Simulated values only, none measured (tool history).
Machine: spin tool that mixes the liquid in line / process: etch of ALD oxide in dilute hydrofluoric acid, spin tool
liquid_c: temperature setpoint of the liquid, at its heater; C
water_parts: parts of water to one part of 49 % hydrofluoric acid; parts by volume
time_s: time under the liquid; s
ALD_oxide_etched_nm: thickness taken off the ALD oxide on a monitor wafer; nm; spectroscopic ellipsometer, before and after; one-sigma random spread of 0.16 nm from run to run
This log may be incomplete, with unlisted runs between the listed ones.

Run 1, hour 0.0: liquid_c 23.0 C, water_parts 110 parts by volume, time_s 290 s. Result: ALD_oxide_etched_nm 40.003 nm.
Run 2, hour 5.2: liquid_c 25.5 C, water_parts 110 parts by volume, time_s 290 s. Result: ALD_oxide_etched_nm 44.079 nm.
Run 3, hour 5.8: liquid_c 23.5 C, water_parts 120 parts by volume, time_s 290 s. Result: ALD_oxide_etched_nm 36.955 nm.
Run 4, hour 8.9: liquid_c 23.5 C, water_parts 120 parts by volume, time_s 290 s. Result: ALD_oxide_etched_nm 36.848 nm.
At hour 12.6: thermometer replaced.
Run 5, hour 12.6: liquid_c 23.5 C, water_parts 100 parts by volume, time_s 290 s. Result: ALD_oxide_etched_nm 48.735 nm.
Run 6, hour 16.3: liquid_c 22.0 C, water_parts 110 parts by volume, time_s 290 s. Result: ALD_oxide_etched_nm 40.798 nm.

Estimate the outcome of run 7 from the log above:
Run 7, hour 21.0: liquid_c 21.0 C, water_parts 120 parts by volume, time_s 290 s. Result: ALD_oxide_etched_nm ?.

Run 7 came out at ALD_oxide_etched_nm 35.653 nm.
